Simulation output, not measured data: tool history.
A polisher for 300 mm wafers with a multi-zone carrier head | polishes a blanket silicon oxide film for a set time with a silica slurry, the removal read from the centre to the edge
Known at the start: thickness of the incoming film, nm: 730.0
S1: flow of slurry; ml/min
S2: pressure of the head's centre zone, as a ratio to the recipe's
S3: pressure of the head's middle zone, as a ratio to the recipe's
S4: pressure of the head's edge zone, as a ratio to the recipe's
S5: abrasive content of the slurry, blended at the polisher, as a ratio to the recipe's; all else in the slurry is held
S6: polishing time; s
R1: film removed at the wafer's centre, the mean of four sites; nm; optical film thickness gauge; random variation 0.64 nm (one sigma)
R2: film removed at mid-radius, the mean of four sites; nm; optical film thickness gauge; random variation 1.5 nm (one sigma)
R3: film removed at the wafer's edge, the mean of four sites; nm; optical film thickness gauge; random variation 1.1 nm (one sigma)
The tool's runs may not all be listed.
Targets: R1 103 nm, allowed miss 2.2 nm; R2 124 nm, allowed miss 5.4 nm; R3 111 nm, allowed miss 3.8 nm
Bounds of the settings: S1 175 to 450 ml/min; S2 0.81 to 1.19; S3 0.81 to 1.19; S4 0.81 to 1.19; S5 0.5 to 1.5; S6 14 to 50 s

Run 1, hour 0: S1 290 ml/min, S2 1, S3 1, S4 1, S5 1, S6 32 s. Result: R1 73.763 nm, R2 77.843 nm, R3 75.517 nm.
Run 2, hour 1.7: S1 290 ml/min, S2 1.09, S3 1, S4 1, S5 1, S6 32 s. Result: R1 79.064 nm, R2 77.102 nm, R3 75.142 nm.
Run 3, hour 8.7: S1 290 ml/min, S2 1.09, S3 1, S4 1, S5 0.9, S6 32 s. Result: R1 75.954 nm, R2 74.371 nm, R3 71.356 nm.
Run 4, hour 17.1: S1 290 ml/min, S2 1.09, S3 1, S4 1, S5 0.9, S6 25 s. Result: R1 59.727 nm, R2 56.742 nm, R3 55.604 nm.
Run 5, hour 19.1: S1 290 ml/min, S2 1.09, S3 1, S4 1.04, S5 0.9, S6 25 s. Result: R1 59.028 nm, R2 57.753 nm, R3 56.357 nm.
Run 6, hour 20.5: S1 295 ml/min, S2 1.09, S3 1.03, S4 1.06, S5 1, S6 27 s. Result: R1 66.786 nm, R2 64.976 nm, R3 63.891 nm.
Run 7, hour 28.9: S1 295 ml/min, S2 1.09, S3 1.03, S4 1.06, S5 1, S6 27 s. Result: R1 67.415 nm, R2 66.084 nm, R3 64.199 nm.
Run 8, hour 35.9: S1 295 ml/min, S2 1.09, S3 1.03, S4 1.06, S5 1, S6 27 s. Result: R1 68.68 nm, R2 66.039 nm, R3 63.148 nm.
Run 9, hour 40.4: S1 280 ml/min, S2 1.05, S3 1.04, S4 1.05, S5 1.1, S6 29 s. Result: R1 72.395 nm, R2 74.216 nm, R3 70.054 nm.
Run 10, hour 47.2: S1 295 ml/min, S2 1.02, S3 1.06, S4 1.07, S5 1.2, S6 30 s. Result: R1 76.893 nm, R2 81.53 nm, R3 77.324 nm.
Run 11, hour 55.6: S1 305 ml/min, S2 1.01, S3 1.08, S4 1.08, S5 1.25, S6 31 s. Result: R1 80.056 nm, R2 85.766 nm, R3 80.572 nm.
Run 12, hour 60.6: S1 300 ml/min, S2 0.99, S3 1.09, S4 1.08, S5 1.3, S6 32 s. Result: R1 81.336 nm, R2 92.808 nm, R3 85.753 nm.
Run 13, hour 66.1: S1 290 ml/min, S2 0.99, S3 1.1, S4 1.08, S5 1.35, S6 33 s. Result: R1 85.313 nm, R2 98.591 nm, R3 88.899 nm.
Run 14, hour 68.4: S1 295 ml/min, S2 0.99, S3 1.11, S4 1.09, S5 1.4, S6 34 s. Result: R1 88.614 nm, R2 104.05 nm, R3 91.357 nm.
Run 15, hour 73.1: S1 305 ml/min, S2 0.98, S3 1.11, S4 1.1, S5 1.4, S6 35 s. Result: R1 91.811 nm, R2 104.61 nm, R3 97.004 nm.
Run 16, hour 78.4: S1 310 ml/min, S2 0.98, S3 1.12, S4 1.1, S5 1.4, S6 36 s. Result: R1 92.759 nm, R2 108.53 nm, R3 97.707 nm.
Run 17, hour 81.9: S1 310 ml/min, S2 0.98, S3 1.12, S4 1.1, S5 1.4, S6 37 s. Result: R1 95.231 nm, R2 114.53 nm, R3 101.62 nm.
Run 18, hour 87.5: S1 310 ml/min, S2 0.98, S3 1.12, S4 1.11, S5 1.4, S6 37 s. Result: R1 96.939 nm, R2 112.36 nm, R3 100.72 nm.

4 next moves are on the table. One of them brings every result within its allowed miss. Which?
Run A, hour 93.1: S1 335 ml/min, S2 0.86, S3 0.94, S4 1.19, S5 1.35, S6 43 s. Result: R1 ?, R2 ?, R3 ?.
Run B, hour 93.1: S1 390 ml/min, S2 0.81, S3 0.99, S4 1.05, S5 1.5, S6 43 s. Result: R1 ?, R2 ?, R3 ?.
Run C, hour 93.1: S1 345 ml/min, S2 0.83, S3 0.97, S4 1.19, S5 1.4, S6 41 s. Result: R1 ?, R2 ?, R3 ?.
Run D, hour 93.1: S1 300 ml/min, S2 0.95, S3 1.11, S4 1.08, S5 1.5, S6 40 s. Result: R1 ?, R2 ?, R3 ?.

move      R1      R2      R3
   A  96.839   112.3  119.83
   B  96.432  123.46  121.24
   C  90.768  111.73  115.99
   D  101.84  123.61  111.47
A: as far off as the last run
B: further off than the last run
C: further off than the last run
D: meets every target
The right move is D.
